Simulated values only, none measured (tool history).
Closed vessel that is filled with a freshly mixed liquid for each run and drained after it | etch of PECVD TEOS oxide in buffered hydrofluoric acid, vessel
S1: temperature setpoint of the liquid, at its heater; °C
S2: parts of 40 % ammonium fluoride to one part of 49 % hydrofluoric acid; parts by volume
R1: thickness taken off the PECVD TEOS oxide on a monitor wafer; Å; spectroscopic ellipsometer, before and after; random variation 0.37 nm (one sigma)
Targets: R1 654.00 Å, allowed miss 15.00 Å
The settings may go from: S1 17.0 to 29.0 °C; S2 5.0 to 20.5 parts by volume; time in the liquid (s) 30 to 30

run 1 day=0.000 | S1=21.0 S2=12.5 time_in_the_liquid_(s)=30 | R1=534.12
run 2 day=0.196 | S1=22.5 S2=12.5 time_in_the_liquid_(s)=30 | R1=583.44
run 3 day=0.262 | S1=22.5 S2=12.5 time_in_the_liquid_(s)=30 | R1=581.65
run 4 day=0.533 | S1=22.5 S2=16.0 time_in_the_liquid_(s)=30 | R1=454.95
run 5 day=0.721 | S1=22.5 S2=16.0 time_in_the_liquid_(s)=30 | R1=459.59
run 6 day=0.796 | S1=22.5 S2=16.0 time_in_the_liquid_(s)=30 | R1=454.72
run 7 day=1.025 | S1=23.5 S2=16.0 time_in_the_liquid_(s)=30 | R1=487.62
run 8 day=1.233 | S1=24.0 S2=16.0 time_in_the_liquid_(s)=30 | R1=497.16
run 9 day=1.321 | S1=24.5 S2=16.0 time_in_the_liquid_(s)=30 | R1=508.20
run 10 day=1.550 | S1=25.0 S2=16.0 time_in_the_liquid_(s)=30 | R1=524.55
run 11 day=1.892 | S1=25.5 S2=16.0 time_in_the_liquid_(s)=30 | R1=537.08
run 12 day=2.017 | S1=26.0 S2=16.0 time_in_the_liquid_(s)=30 | R1=551.41
run 13 day=2.367 | S1=26.0 S2=16.0 time_in_the_liquid_(s)=30 | R1=554.47

Which of these 5 next moves meets every target?
run A day=2.717 | S1=25.5 S2=14.0 time_in_the_liquid_(s)=30 | R1=?
run B day=2.717 | S1=26.5 S2=17.0 time_in_the_liquid_(s)=30 | R1=?
run C day=2.717 | S1=28.5 S2=13.5 time_in_the_liquid_(s)=30 | R1=?
run D day=2.717 | S1=26.5 S2=14.0 time_in_the_liquid_(s)=30 | R1=?
run E day=2.717 | S1=21.5 S2=15.0 time_in_the_liquid_(s)=30 | R1=?

move=A R1=614.63
move=B R1=536.06
move=C R1=747.93
move=D R1=648.67
move=E R1=461.33
A: nearer than the last run, and not there yet
B: further off than the last run
C: takes the result that was furthest off past its target
D: meets every target
E: further off than the last run
Move D is the one to make.
